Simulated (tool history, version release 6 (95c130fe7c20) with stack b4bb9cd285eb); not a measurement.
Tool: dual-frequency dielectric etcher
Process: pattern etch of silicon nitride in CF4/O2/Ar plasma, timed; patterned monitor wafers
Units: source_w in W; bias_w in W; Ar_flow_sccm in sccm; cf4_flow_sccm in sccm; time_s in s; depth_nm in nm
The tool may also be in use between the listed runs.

run  hour  source_w  bias_w  Ar_flow_sccm  cf4_flow_sccm  time_s  depth_nm
  1     0       700      42           106             88   261.5     684.1
  2   6.8       700      42           106             88   261.5    683.92
  3   7.5       700      39           106             88   261.5    659.79
  4   9.8       700      39           120             88   261.5    641.98
  5  18.2       670      39           120             88   261.5    628.61
  6  19.8       760      39           120             88   261.5    688.57
  7  21.2       720      39           120             88   261.5    659.65
  8  30.2       690      39           120             88   261.5    635.17
  9  37.6       550      37           121             87     261    520.63

Run 10 comes next. What will it give?
 10  41.8       550      37           121             87     261         ?

{"run 10": {"depth_nm": 521.83}}
